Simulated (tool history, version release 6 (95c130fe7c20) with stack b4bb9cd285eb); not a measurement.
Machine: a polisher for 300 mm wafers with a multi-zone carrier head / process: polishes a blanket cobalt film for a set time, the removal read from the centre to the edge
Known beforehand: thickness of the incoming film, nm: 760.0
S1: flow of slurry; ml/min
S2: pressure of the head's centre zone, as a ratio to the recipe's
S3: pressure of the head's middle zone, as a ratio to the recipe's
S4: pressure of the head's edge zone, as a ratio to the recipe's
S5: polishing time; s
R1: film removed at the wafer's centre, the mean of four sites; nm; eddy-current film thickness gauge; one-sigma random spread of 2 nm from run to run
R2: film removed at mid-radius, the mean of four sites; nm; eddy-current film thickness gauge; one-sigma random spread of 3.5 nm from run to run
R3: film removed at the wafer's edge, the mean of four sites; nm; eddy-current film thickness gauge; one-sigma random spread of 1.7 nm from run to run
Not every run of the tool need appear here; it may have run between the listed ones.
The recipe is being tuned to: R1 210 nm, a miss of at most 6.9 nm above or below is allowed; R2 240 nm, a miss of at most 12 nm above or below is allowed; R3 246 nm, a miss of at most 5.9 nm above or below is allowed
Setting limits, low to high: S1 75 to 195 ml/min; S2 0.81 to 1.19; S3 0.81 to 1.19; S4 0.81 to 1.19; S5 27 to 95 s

run 1 hour=0 | S1=125 S2=1 S3=1 S4=1 S5=61 | R1=290.65 R2=288.53 R3=282.71
run 2 hour=4.3 | S1=125 S2=1 S3=1 S4=1 S5=52 | R1=248.59 R2=244.31 R3=244.18
run 3 hour=7.6 | S1=125 S2=1 S3=1 S4=1 S5=62 | R1=295.38 R2=293.49 R3=288.94
run 4 hour=8.5 | S1=120 S2=0.98 S3=0.99 S4=0.99 S5=62 | R1=287.3 R2=294.03 R3=285.81
run 5 hour=16.1 | S1=100 S2=0.98 S3=0.99 S4=0.99 S5=62 | R1=269.35 R2=273.71 R3=274.9
run 6 hour=22 | S1=120 S2=0.98 S3=0.99 S4=0.99 S5=62 | R1=285.61 R2=288.51 R3=283.5
run 7 hour=27.4 | S1=115 S2=0.96 S3=0.98 S4=0.98 S5=62 | R1=269.21 R2=284.5 R3=283.5
run 8 hour=33.7 | S1=110 S2=0.95 S3=0.97 S4=0.97 S5=62 | R1=263.85 R2=279.02 R3=275.8
run 9 hour=42.7 | S1=105 S2=0.94 S3=0.96 S4=0.96 S5=62 | R1=257.43 R2=267.89 R3=276.88
run 10 hour=45.5 | S1=100 S2=0.93 S3=0.96 S4=0.95 S5=62 | R1=252.44 R2=270.82 R3=271.1
run 11 hour=51.1 | S1=95 S2=0.92 S3=0.95 S4=0.94 S5=62 | R1=248.49 R2=260.69 R3=263.31
run 12 hour=52.6 | S1=95 S2=0.91 S3=0.95 S4=0.94 S5=62 | R1=242.14 R2=256.66 R3=267.52
run 13 hour=61.1 | S1=95 S2=0.9 S3=0.95 S4=0.93 S5=62 | R1=242.15 R2=267.33 R3=262.5
run 14 hour=69.1 | S1=95 S2=0.89 S3=0.94 S4=0.93 S5=62 | R1=236.55 R2=259.17 R3=261.96
run 15 hour=72.6 | S1=95 S2=0.88 S3=0.94 S4=0.93 S5=62 | R1=237.24 R2=256.72 R3=264.73
run 16 hour=74.2 | S1=95 S2=0.87 S3=0.94 S4=0.92 S5=62 | R1=233.47 R2=259.88 R3=262.48
run 17 hour=80.4 | S1=95 S2=0.86 S3=0.94 S4=0.92 S5=62 | R1=230.76 R2=262.61 R3=261.49
run 18 hour=86.9 | S1=85 S2=0.84 S3=0.92 S4=0.9 S5=62 | R1=213.26 R2=248.84 R3=253.57

Of the 5 settings listed for the next run, only one would bring every result within its allowed miss of target. Which one?
run A hour=93.4 | S1=75 S2=0.85 S3=0.84 S4=0.97 S5=60 | R1=? R2=? R3=?
run B hour=93.4 | S1=75 S2=0.88 S3=0.9 S4=1.03 S5=63 | R1=? R2=? R3=?
run C hour=93.4 | S1=75 S2=0.83 S3=0.81 S4=1.03 S5=61 | R1=? R2=? R3=?
run D hour=93.4 | S1=95 S2=0.87 S3=0.97 S4=0.92 S5=60 | R1=? R2=? R3=?
run E hour=93.4 | S1=80 S2=0.87 S3=0.95 S4=0.93 S5=60 | R1=? R2=? R3=?

move=A R1=194.61 R2=213.03 R3=244.47
move=B R1=211.69 R2=233.59 R3=264.08
move=C R1=193.12 R2=211.76 R3=255.94
move=D R1=222.58 R2=256.66 R3=253.09
move=E R1=206.15 R2=237.07 R3=243.74
A: brings the last run's worst result on target, with another outside its allowed miss
B: moves away from the targets compared with the last run
C: moves away from the targets compared with the last run
D: moves away from the targets compared with the last run
E: meets every target
Go with E: it meets all targets.
